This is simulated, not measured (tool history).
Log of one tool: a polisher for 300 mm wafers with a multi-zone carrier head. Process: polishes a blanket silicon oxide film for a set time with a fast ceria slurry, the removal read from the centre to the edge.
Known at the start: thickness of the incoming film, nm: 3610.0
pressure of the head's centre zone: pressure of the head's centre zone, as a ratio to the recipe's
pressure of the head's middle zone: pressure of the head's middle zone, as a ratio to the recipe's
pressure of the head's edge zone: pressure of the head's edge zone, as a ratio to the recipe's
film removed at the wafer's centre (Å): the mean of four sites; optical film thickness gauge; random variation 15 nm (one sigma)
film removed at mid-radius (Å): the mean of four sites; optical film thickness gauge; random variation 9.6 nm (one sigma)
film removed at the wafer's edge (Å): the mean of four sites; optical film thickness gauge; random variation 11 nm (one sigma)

run,hour,flow of slurry (ml/min),pressure of the head's centre zone,pressure of the head's middle zone,pressure of the head's edge zone,polishing time (s),film removed at the wafer's centre (Å),film removed at mid-radius (Å),film removed at the wafer's edge (Å)
1,0.0,215,1.00,1.00,1.00,88,7480.1,7583.1,7309.8
2,4.3,225,1.04,1.02,1.03,94,8393.1,8360.8,8011.0
3,12.8,225,1.04,1.02,0.98,94,8291.6,8334.0,7867.4
4,16.2,235,1.08,1.03,1.01,98,8973.4,8874.2,8255.5
5,19.3,240,1.10,1.03,1.03,103,9717.0,9407.0,8595.0
6,24.1,235,1.10,1.02,1.04,108,10135.0,9503.2,9382.6

The next listed run, before its measurement:
7,28.7,245,1.12,1.03,1.05,110,?,?,?

Run 7 gave film removed at the wafer's centre (Å) 10673.0, film removed at mid-radius (Å) 9931.8, film removed at the wafer's edge (Å) 9268.6.
